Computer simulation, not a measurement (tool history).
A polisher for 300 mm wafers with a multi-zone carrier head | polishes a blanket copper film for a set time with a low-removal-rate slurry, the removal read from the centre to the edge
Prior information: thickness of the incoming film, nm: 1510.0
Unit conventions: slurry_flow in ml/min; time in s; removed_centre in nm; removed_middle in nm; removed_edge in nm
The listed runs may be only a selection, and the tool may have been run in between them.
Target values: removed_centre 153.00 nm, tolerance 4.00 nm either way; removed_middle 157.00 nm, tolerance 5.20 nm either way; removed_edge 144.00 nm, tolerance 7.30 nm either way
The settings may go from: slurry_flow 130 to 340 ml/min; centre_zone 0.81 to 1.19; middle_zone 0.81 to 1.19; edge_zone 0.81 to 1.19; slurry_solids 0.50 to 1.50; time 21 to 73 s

run	hour	slurry_flow	centre_zone	middle_zone	edge_zone	slurry_solids	time	removed_centre	removed_middle	removed_edge
1	0.0	220	1.00	1.00	1.00	1.00	47	203.45	206.06	208.48
2	4.6	220	1.06	1.00	1.00	1.00	47	218.49	205.13	201.57
3	6.5	220	1.06	1.00	0.93	1.00	47	220.00	211.42	195.26
4	8.5	175	1.06	1.00	0.93	1.00	47	209.42	200.38	197.66
5	13.7	175	1.06	1.00	0.93	1.00	41	181.24	173.74	172.00
6	21.4	175	1.02	1.00	0.93	1.00	41	175.03	171.29	168.50
7	22.8	180	1.00	0.99	0.90	0.95	41	171.26	170.83	163.02
8	27.1	160	0.94	0.93	0.81	0.70	40	136.41	139.43	132.99
9	31.0	160	0.94	0.93	0.81	0.70	40	137.40	138.77	136.09
10	35.6	180	0.95	0.94	0.81	0.70	40	140.48	142.85	135.83
11	43.8	195	0.96	0.95	0.82	0.70	40	143.03	148.32	141.98
12	51.7	200	0.98	0.96	0.82	0.70	40	149.93	147.34	142.71
13	59.1	205	0.98	0.98	0.82	0.70	40	148.27	149.24	141.56

Exactly one of the 4 candidate moves below puts every result within its allowed miss. Which one?
A	66.5	195	1.00	0.94	0.85	0.85	38	?	?	?
B	66.5	250	0.88	0.97	1.07	0.65	42	?	?	?
C	66.5	185	0.92	0.88	1.05	0.50	49	?	?	?
D	66.5	240	0.98	1.01	0.84	0.75	39	?	?	?

move	removed_centre	removed_middle	removed_edge
A	153.75	148.18	141.72
B	140.95	158.04	162.53
C	145.05	144.17	161.36
D	153.20	159.46	141.56
A: the biggest miss grows against the last run
B: the furthest-off result lands on target, but another misses its tolerance
C: the biggest miss grows against the last run
D: each result inside its tolerance
D meets every target.

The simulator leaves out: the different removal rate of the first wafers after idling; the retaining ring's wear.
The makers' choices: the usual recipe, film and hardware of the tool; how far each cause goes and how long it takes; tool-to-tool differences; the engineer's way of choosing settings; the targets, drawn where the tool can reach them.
